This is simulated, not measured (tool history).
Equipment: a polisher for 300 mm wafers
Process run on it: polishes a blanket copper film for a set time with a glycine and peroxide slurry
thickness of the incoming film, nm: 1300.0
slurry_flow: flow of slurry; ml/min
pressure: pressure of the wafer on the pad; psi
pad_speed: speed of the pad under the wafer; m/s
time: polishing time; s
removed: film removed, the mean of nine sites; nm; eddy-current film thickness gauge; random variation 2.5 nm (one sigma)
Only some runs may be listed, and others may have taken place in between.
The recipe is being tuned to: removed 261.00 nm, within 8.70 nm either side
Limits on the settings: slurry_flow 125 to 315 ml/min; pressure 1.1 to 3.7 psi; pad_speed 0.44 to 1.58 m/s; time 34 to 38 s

| run | day | slurry_flow | pressure | pad_speed | time | removed |
|---|---|---|---|---|---|---|
| 1 | 0.000 | 205 | 2.4 | 1.00 | 38 | 181.31 |
| 2 | 0.112 | 185 | 2.4 | 1.00 | 38 | 176.62 |
| 3 | 0.238 | 210 | 2.4 | 1.00 | 38 | 184.44 |
| 4 | 0.542 | 225 | 2.6 | 1.00 | 38 | 196.65 |
| 5 | 0.608 | 225 | 2.9 | 1.00 | 38 | 213.85 |
| 6 | 0.779 | 230 | 3.0 | 1.00 | 38 | 218.86 |
| 7 | 1.071 | 235 | 3.1 | 1.00 | 38 | 225.73 |
| 8 | 1.246 | 240 | 3.2 | 1.00 | 38 | 230.19 |
| 9 | 1.346 | 245 | 3.3 | 1.00 | 38 | 244.05 |
| 10 | 1.550 | 250 | 3.3 | 1.00 | 38 | 240.71 |
| 11 | 1.688 | 250 | 3.4 | 1.00 | 38 | 249.38 |

Below are 4 possible settings for the next run. Only one of them brings all results inside the allowed miss of their targets. Which is it?
| A | 1.825 | 220 | 3.6 | 1.08 | 34 | ? |
| B | 1.825 | 240 | 3.6 | 1.02 | 38 | ? |
| C | 1.825 | 270 | 3.7 | 0.90 | 38 | ? |
| D | 1.825 | 205 | 3.4 | 1.04 | 38 | ? |

| move | removed |
|---|---|
| A | 239.50 |
| B | 259.15 |
| C | 243.06 |
| D | 243.78 |
A: lands further from the targets than the last run did
B: hits every target within its allowed miss
C: lands further from the targets than the last run did
D: lands further from the targets than the last run did
Correct choice: B, which meets every target
